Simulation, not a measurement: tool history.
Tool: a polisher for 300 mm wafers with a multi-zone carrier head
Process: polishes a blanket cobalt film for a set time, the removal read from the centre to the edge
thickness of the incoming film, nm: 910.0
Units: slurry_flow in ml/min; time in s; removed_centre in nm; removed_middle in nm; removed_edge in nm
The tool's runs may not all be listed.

run	hour	slurry_flow	centre_zone	middle_zone	edge_zone	time	removed_centre	removed_middle	removed_edge
1	0.0	145	1.00	1.00	1.00	84	357.00	360.06	357.05
2	7.5	145	1.00	0.94	1.00	84	359.68	338.75	355.50
3	11.3	145	1.00	1.00	1.00	84	359.34	358.71	348.09
4	17.9	145	1.06	1.00	1.00	84	380.68	356.87	349.18
5	18.5	145	1.06	1.05	1.00	84	381.68	370.36	357.88
6	23.9	145	0.98	1.05	1.00	84	351.34	375.18	356.67

The next listed run, before its measurement:
7	27.7	130	0.94	1.00	0.98	75	?	?	?

removed_centre: 298.17 nm
removed_middle: 317.49 nm
removed_edge: 308.65 nm
